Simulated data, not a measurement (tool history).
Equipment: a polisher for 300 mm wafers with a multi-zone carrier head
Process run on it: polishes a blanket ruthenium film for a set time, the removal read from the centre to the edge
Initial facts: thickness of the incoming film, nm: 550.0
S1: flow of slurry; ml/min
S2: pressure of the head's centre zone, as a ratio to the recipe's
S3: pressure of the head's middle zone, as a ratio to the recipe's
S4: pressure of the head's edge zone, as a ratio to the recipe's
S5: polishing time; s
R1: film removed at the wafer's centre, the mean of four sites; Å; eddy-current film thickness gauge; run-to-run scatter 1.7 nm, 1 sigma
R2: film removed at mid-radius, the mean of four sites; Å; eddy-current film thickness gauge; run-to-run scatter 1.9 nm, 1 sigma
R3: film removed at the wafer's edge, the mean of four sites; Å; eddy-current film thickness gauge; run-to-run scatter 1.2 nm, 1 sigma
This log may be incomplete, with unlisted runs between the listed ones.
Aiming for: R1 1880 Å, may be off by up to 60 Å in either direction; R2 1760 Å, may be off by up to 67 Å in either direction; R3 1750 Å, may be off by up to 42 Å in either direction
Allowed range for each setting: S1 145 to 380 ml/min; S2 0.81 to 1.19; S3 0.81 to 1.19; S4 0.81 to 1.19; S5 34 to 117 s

| run | hour | S1 | S2 | S3 | S4 | S5 | R1 | R2 | R3 |
|---|---|---|---|---|---|---|---|---|---|
| 1 | 0 | 245 | 1 | 1 | 1 | 75 | 1027.9 | 1104.6 | 1125.4 |
| 2 | 7.4 | 245 | 1.07 | 1 | 1 | 75 | 1090 | 1140.5 | 1133.6 |
| 3 | 7.9 | 255 | 1.09 | 0.99 | 1 | 79 | 1184.1 | 1201.5 | 1193.5 |
| 4 | 9.7 | 265 | 1.1 | 0.99 | 1.01 | 82 | 1245.1 | 1241.5 | 1251.3 |
| 5 | 12.4 | 215 | 1.1 | 0.99 | 1.01 | 82 | 1216.2 | 1213.5 | 1229.6 |
| 6 | 15.9 | 215 | 1.1 | 0.99 | 0.94 | 82 | 1212.6 | 1202.3 | 1195.3 |
| 7 | 16.6 | 225 | 1.11 | 0.99 | 0.96 | 85 | 1298.5 | 1259.1 | 1245.4 |
| 8 | 24.8 | 230 | 1.12 | 0.99 | 0.98 | 88 | 1317.1 | 1285.7 | 1311.6 |
| 9 | 26.7 | 240 | 1.13 | 0.99 | 0.97 | 91 | 1406.8 | 1357.2 | 1355.9 |
|  | 35.4 | centre zone pressure recalibrated |
| 10 | 35.4 | 250 | 1.14 | 0.99 | 0.98 | 93 | 1601.6 | 1376.9 | 1402.5 |
| 11 | 36.5 | 250 | 1.13 | 1.01 | 1 | 95 | 1637.2 | 1430 | 1427 |
| 12 | 41.8 | 245 | 1.09 | 1.02 | 1.01 | 98 | 1623.1 | 1485 | 1482.1 |
| 13 | 44.2 | 245 | 1.08 | 1.03 | 1.03 | 100 | 1612.3 | 1564.5 | 1541.2 |
| 14 | 47.1 | 255 | 1.08 | 1.03 | 1.05 | 101 | 1629.2 | 1560.7 | 1571.4 |
| 15 | 51.7 | 265 | 1.09 | 1.04 | 1.07 | 102 | 1722.6 | 1594 | 1604.9 |
| 16 | 57.4 | 270 | 1.09 | 1.05 | 1.08 | 103 | 1741.5 | 1636.2 | 1622.8 |

Consider the 5 candidate settings below. Which is the only one whose results all fall within their allowed miss of target?
| A | 63.1 | 230 | 0.96 | 1.01 | 1.14 | 105 | ? | ? | ? |
| B | 63.1 | 210 | 1.06 | 1.19 | 1.05 | 105 | ? | ? | ? |
| C | 63.1 | 285 | 1.11 | 1.07 | 1.1 | 109 | ? | ? | ? |
| D | 63.1 | 290 | 1.14 | 0.83 | 1.09 | 113 | ? | ? | ? |
| E | 63.1 | 250 | 0.93 | 1.07 | 1.01 | 111 | ? | ? | ? |

| move | R1 | R2 | R3 |
|---|---|---|---|
| A | 1494.1 | 1564.3 | 1684 |
| B | 1632.8 | 1779.6 | 1598.3 |
| C | 1842.6 | 1743.9 | 1745.4 |
| D | 1962.5 | 1464.3 | 1809.2 |
| E | 1546.6 | 1753.9 | 1686.3 |
A: the biggest miss grows against the last run
B: the biggest miss grows against the last run
C: in spec on every target
D: carries the result that was furthest off beyond its target, to the other side
E: the biggest miss grows against the last run
Move C is the one to make.

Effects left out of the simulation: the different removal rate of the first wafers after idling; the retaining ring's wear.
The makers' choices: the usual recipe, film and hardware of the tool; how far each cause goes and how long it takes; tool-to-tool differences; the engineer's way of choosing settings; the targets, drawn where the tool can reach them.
